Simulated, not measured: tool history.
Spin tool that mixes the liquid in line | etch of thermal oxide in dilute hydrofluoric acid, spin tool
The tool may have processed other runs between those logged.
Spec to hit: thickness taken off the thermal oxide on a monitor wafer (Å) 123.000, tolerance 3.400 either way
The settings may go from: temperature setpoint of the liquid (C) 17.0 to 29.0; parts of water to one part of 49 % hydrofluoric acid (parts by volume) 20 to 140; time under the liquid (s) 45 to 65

run,hour,temperature setpoint of the liquid (C),parts of water to one part of 49 % hydrofluoric acid (parts by volume),time under the liquid (s),thickness taken off the thermal oxide on a monitor wafer (Å)
1,0.0,21.0,75,65,39.758
2,5.6,23.5,60,65,56.225
3,6.7,23.5,60,45,38.353
4,13.0,25.0,50,50,55.184
5,15.9,26.0,40,55,80.816
6,23.5,26.0,40,65,93.778
7,26.8,27.0,40,65,99.423
8,35.0,27.5,40,65,100.820
9,36.1,29.0,30,65,145.820
10,43.4,28.5,30,65,141.270
11,50.7,28.0,30,65,139.320
12,59.2,27.5,30,65,138.020

Of the 4 settings listed for the next run, only one would bring every result within its allowed miss of target. Which one?
A,67.7,27.5,25,45,?
B,67.7,27.5,25,65,?
C,67.7,29.0,35,65,?
D,67.7,27.0,25,65,?

move,thickness taken off the thermal oxide on a monitor wafer (Å)
A,114.550
B,165.460
C,123.720
D,162.100
A: pushes the last run's worst result past its target
B: the biggest miss grows against the last run
C: all results land within tolerance of their targets
D: the biggest miss grows against the last run
Answer: C
